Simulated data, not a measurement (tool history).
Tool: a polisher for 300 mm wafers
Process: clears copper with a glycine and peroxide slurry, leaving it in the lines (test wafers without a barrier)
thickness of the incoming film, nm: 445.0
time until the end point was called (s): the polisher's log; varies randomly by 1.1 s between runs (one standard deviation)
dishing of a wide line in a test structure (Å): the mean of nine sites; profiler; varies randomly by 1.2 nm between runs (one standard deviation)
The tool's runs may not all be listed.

| run | day | flow of slurry (ml/min) | pressure of the wafer on the pad (kPa) | speed of the pad under the wafer (cm/s) | overpolish time after the end point (s) | time until the end point was called (s) | dishing of a wide line in a test structure (Å) |
|---|---|---|---|---|---|---|---|
| 1 | 0 | 270 | 12.4 | 122 | 10 | 79.064 | 348.85 |
| 2 | 0.296 | 315 | 12.4 | 122 | 10 | 77.168 | 357.25 |
| 3 | 0.512 | 315 | 10.3 | 122 | 10 | 87.494 | 321.71 |
| 4 | 0.758 | 380 | 10.3 | 122 | 10 | 86.593 | 334.91 |
| 5 | 1.054 | 340 | 10.3 | 122 | 10 | 88.106 | 318.42 |
| 6 | 1.308 | 340 | 10.3 | 122 | 12 | 87.472 | 368.14 |
| 7 | 1.396 | 340 | 10.3 | 122 | 13 | 86.542 | 386.89 |
| 8 | 1.658 | 340 | 10.3 | 122 | 14 | 88.256 | 415.81 |

Run 9 comes next. What will it give?
| 9 | 1.742 | 340 | 11.7 | 124 | 16 | ? | ? |

Run 9 came out at time until the end point was called (s) 76.276, dishing of a wide line in a test structure (Å) 512.2.

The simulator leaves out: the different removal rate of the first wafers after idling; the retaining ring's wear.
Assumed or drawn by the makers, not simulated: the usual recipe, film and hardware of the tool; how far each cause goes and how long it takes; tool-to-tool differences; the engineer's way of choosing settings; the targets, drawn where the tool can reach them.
